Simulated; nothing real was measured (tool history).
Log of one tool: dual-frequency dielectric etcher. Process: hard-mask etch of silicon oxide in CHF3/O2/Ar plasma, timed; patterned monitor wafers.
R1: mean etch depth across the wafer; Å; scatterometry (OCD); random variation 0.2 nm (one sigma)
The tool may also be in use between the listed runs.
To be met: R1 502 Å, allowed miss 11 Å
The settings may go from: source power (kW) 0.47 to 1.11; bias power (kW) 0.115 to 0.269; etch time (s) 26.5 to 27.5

Run 1, hour 0: source power (kW) 0.79, bias power (kW) 0.192, etch time (s) 26.5. Result: R1 552.02 Å.
Run 2, hour 1.5: source power (kW) 0.77, bias power (kW) 0.191, etch time (s) 26.5. Result: R1 543.47 Å.
Run 3, hour 4: source power (kW) 0.76, bias power (kW) 0.19, etch time (s) 26.5. Result: R1 542.15 Å.
Run 4, hour 11.6: source power (kW) 0.75, bias power (kW) 0.189, etch time (s) 26.5. Result: R1 540.38 Å.
Run 5, hour 17.7: source power (kW) 0.74, bias power (kW) 0.188, etch time (s) 26.5. Result: R1 536.37 Å.
Run 6, hour 26.7: source power (kW) 0.73, bias power (kW) 0.187, etch time (s) 26.5. Result: R1 533.79 Å.
Run 7, hour 31.3: source power (kW) 0.72, bias power (kW) 0.186, etch time (s) 26.5. Result: R1 532.29 Å.
Run 8, hour 33.3: source power (kW) 0.71, bias power (kW) 0.185, etch time (s) 26.5. Result: R1 530.2 Å.

Which of these 5 next moves meets every target?
Run A, hour 35.3: source power (kW) 0.79, bias power (kW) 0.179, etch time (s) 26.5. Result: R1 ?.
Run B, hour 35.3: source power (kW) 0.61, bias power (kW) 0.174, etch time (s) 27. Result: R1 ?.
Run C, hour 35.3: source power (kW) 0.72, bias power (kW) 0.202, etch time (s) 27.5. Result: R1 ?.
Run D, hour 35.3: source power (kW) 0.63, bias power (kW) 0.19, etch time (s) 27. Result: R1 ?.
Run E, hour 35.3: source power (kW) 0.71, bias power (kW) 0.167, etch time (s) 27.5. Result: R1 ?.

move      R1
   A   539.3
   B  500.93
   C  566.05
   D  521.55
   E  528.06
A: further off than the last run
B: meets every target
C: further off than the last run
D: nearer than the last run, and not there yet
E: nearer than the last run, and not there yet
The right move is B.
